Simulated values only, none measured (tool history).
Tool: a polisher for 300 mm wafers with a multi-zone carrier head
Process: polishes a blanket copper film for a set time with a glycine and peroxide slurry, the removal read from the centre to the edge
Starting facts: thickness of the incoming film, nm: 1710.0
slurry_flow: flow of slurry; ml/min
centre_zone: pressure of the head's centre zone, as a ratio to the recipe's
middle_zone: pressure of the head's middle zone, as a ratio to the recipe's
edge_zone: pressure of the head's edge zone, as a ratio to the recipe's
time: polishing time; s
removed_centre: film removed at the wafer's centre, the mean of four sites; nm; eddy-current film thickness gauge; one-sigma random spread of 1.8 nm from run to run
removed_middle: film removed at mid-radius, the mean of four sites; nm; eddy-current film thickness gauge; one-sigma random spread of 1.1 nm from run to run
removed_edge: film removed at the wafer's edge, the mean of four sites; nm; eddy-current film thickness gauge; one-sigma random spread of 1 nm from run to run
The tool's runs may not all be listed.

run  hour  slurry_flow  centre_zone  middle_zone  edge_zone  time  removed_centre  removed_middle  removed_edge
  1   0.0          305         1.00         1.00       1.00    37          173.97          170.05        176.72
  2   7.9          300         1.00         0.98       0.98    36          170.13          166.28        169.17
  3  16.7          300         1.00         0.96       0.99    35          167.69          158.78        164.87
  4  24.2          295         0.99         0.94       0.99    34          157.11          153.27        159.96
  5  28.7          295         0.99         0.94       0.96    34          158.99          151.20        159.33
  6  36.6          290         0.99         0.92       0.95    34          158.97          146.89        155.77

Run 7, settings as shown, results not yet in. Your forecast:
  7  41.4          245         0.95         0.82       0.94    34               ?               ?             ?

{"run 7": {"removed_centre": 151.82, "removed_middle": 129.58, "removed_edge": 154.03}}
